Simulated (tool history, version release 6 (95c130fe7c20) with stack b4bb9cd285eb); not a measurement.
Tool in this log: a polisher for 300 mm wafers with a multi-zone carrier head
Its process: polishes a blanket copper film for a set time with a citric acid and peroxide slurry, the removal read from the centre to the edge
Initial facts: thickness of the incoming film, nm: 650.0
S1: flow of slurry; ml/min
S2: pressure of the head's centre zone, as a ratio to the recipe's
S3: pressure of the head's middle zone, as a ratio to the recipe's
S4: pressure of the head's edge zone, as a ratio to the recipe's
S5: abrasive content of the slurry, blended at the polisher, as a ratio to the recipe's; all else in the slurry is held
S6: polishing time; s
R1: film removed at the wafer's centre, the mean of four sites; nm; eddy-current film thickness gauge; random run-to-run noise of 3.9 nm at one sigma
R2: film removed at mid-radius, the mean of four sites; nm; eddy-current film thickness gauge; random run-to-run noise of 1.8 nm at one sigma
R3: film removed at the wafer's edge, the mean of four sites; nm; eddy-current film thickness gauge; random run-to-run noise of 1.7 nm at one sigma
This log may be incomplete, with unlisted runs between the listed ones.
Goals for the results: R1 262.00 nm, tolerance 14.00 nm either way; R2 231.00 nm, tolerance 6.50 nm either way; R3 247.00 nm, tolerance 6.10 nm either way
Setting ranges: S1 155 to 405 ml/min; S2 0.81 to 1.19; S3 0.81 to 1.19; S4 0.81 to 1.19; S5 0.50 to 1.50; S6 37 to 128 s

run	hour	S1	S2	S3	S4	S5	S6	R1	R2	R3
1	0.0	260	1.00	1.00	1.00	1.00	82	170.27	172.42	172.06
2	5.0	265	1.02	1.00	1.02	1.10	84	184.25	182.51	184.74
3	13.8	265	1.02	0.96	1.02	1.10	84	186.09	177.55	186.93
4	15.8	265	1.02	1.00	1.02	1.10	84	185.28	184.61	186.32
5	18.9	275	1.04	1.00	1.04	1.15	84	190.38	187.63	188.97
6	21.3	275	1.06	0.99	1.05	1.20	86	200.63	190.12	195.81
7	30.1	280	1.07	0.99	1.06	1.25	88	211.23	197.42	205.03
8	32.2	285	1.08	0.99	1.07	1.30	89	216.65	200.09	211.68
9	36.5	290	1.09	1.00	1.08	1.35	90	216.39	206.80	211.65
10	40.8	290	1.10	1.00	1.09	1.35	91	234.66	212.31	218.40
11	45.8	290	1.10	1.00	1.10	1.35	92	232.55	212.63	221.75
12	52.3	295	1.11	1.00	1.11	1.35	93	238.28	214.63	226.43
13	56.1	300	1.12	1.00	1.12	1.35	93	237.12	216.83	227.67

Exactly one of the 4 candidate moves below puts every result within its allowed miss. Which one?
A	59.9	290	1.10	0.95	1.18	1.50	101	?	?	?
B	59.9	230	1.19	0.84	1.05	1.35	111	?	?	?
C	59.9	340	1.10	0.88	1.19	1.25	106	?	?	?
D	59.9	230	1.13	0.97	1.09	1.45	103	?	?	?

move	R1	R2	R3
A	262.42	228.30	261.74
B	298.13	216.92	261.11
C	266.72	217.57	266.55
D	267.43	230.83	250.72
A: takes the result that was furthest off past its target
B: takes the result that was furthest off past its target
C: takes the result that was furthest off past its target
D: every result within its allowed miss
Answer: D
